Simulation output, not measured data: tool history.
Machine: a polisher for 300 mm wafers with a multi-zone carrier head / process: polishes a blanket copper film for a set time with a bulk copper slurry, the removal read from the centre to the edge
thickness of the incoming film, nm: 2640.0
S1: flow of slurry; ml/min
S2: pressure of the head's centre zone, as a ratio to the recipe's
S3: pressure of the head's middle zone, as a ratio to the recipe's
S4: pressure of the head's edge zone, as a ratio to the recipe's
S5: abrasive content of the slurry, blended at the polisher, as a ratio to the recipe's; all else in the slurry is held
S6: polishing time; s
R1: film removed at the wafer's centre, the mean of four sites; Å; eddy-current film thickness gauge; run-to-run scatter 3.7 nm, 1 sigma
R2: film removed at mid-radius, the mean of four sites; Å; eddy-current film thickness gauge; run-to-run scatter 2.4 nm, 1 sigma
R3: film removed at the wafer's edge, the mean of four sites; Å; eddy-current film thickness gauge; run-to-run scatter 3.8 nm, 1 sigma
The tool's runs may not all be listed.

run 1 hour=0 | S1=230 S2=1 S3=1 S4=1 S5=1 S6=40 | R1=3546.7 R2=3639.2 R3=3604.1
run 2 hour=1.3 | S1=225 S2=1.01 S3=0.97 S4=0.99 S5=0.9 S6=39 | R1=3506.6 R2=3266 R3=3387
run 3 hour=4.2 | S1=225 S2=1.01 S3=1.04 S4=0.99 S5=0.9 S6=39 | R1=3443 R2=3536.1 R3=3367.2
run 4 hour=12.4 | S1=225 S2=1.01 S3=0.97 S4=0.99 S5=0.9 S6=39 | R1=3402.1 R2=3327.5 R3=3390.2
run 5 hour=18 | S1=225 S2=1.01 S3=0.97 S4=1.02 S5=0.9 S6=39 | R1=3425.5 R2=3289.3 R3=3462.7
run 6 hour=20.5 | S1=265 S2=1.01 S3=0.97 S4=1.02 S5=0.9 S6=39 | R1=3573.1 R2=3351.1 R3=3433.2
run 7 hour=23.2 | S1=265 S2=1 S3=0.95 S4=1.01 S5=0.85 S6=38 | R1=3257.5 R2=3128.2 R3=3372.7
run 8 hour=25 | S1=265 S2=1.01 S3=0.94 S4=0.99 S5=0.8 S6=37 | R1=3149.6 R2=3050.9 R3=3218.2
run 9 hour=26.2 | S1=235 S2=1.11 S3=0.84 S4=0.99 S5=0.55 S6=31 | R1=2582.7 R2=1982.1 R3=2262.4
run 10 hour=33.9 | S1=245 S2=1.11 S3=0.85 S4=1.01 S5=0.6 S6=31 | R1=2684.6 R2=2094.1 R3=2443.1
run 11 hour=40.1 | S1=310 S2=1.12 S3=0.92 S4=1.02 S5=0.6 S6=31 | R1=2717.6 R2=2312 R3=2485.5
run 12 hour=41.7 | S1=305 S2=1.15 S3=0.9 S4=1.1 S5=0.8 S6=32 | R1=3217.8 R2=2538.5 R3=2861.2

Estimate the outcome of run 13 from the log above:
run 13 hour=45.4 | S1=305 S2=1.14 S3=0.89 S4=1.09 S5=0.8 S6=32 | R1=? R2=? R3=?

Logged for run 13: R1 3172.3 Å, R2 2481.4 Å, R3 2924 Å.

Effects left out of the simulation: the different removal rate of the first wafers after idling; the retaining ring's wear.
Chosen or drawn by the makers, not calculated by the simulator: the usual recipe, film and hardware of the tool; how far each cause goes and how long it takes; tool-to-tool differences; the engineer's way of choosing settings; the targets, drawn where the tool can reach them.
